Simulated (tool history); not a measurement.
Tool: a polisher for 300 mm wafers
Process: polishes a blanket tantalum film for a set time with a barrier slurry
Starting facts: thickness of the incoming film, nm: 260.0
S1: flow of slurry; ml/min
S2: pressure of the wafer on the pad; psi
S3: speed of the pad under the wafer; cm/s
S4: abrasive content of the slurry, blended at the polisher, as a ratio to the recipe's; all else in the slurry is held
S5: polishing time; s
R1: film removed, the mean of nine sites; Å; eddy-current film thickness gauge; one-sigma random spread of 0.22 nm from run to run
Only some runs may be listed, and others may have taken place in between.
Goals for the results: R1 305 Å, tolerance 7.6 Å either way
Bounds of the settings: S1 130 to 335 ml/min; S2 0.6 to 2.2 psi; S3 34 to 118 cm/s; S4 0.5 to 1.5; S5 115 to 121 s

run,hour,S1,S2,S3,S4,S5,R1
1,0,215,1.4,76,1,115,1044.2
2,1.3,210,1.3,70,0.95,115,877.43
3,2.3,165,1.3,70,0.95,115,861.18
4,10,165,1.2,64,0.95,115,739.29
5,16.7,165,0.9,64,0.95,115,557.18
6,21.4,165,0.9,60,0.95,115,531.05
7,29.2,165,0.9,56,0.95,115,500.62
8,36.3,155,0.6,36,0.95,115,227.5
9,41,160,0.6,36,0.95,115,226.72
10,48.3,185,1,36,0.95,115,365.6
11,50.6,185,0.9,36,0.95,115,326.77
12,58,175,0.9,36,0.95,115,328.78
13,59.9,175,0.8,36,0.95,115,296.46

Which one of the following 5 next-run settings gets every result inside its allowed miss? There is exactly one.
A,61.8,155,0.7,38,0.95,121,?
B,61.8,160,0.8,34,1,116,?
C,61.8,185,0.8,36,0.9,120,?
D,61.8,145,0.7,38,1,120,?
E,61.8,180,0.8,34,0.9,116,?

move,R1
A,287.15
B,284.31
C,306.05
D,286.56
E,279.53
A: its largest miss is bigger than the last run's
B: its largest miss is bigger than the last run's
C: all results in spec
D: its largest miss is bigger than the last run's
E: its largest miss is bigger than the last run's
Correct choice: C, which meets every target

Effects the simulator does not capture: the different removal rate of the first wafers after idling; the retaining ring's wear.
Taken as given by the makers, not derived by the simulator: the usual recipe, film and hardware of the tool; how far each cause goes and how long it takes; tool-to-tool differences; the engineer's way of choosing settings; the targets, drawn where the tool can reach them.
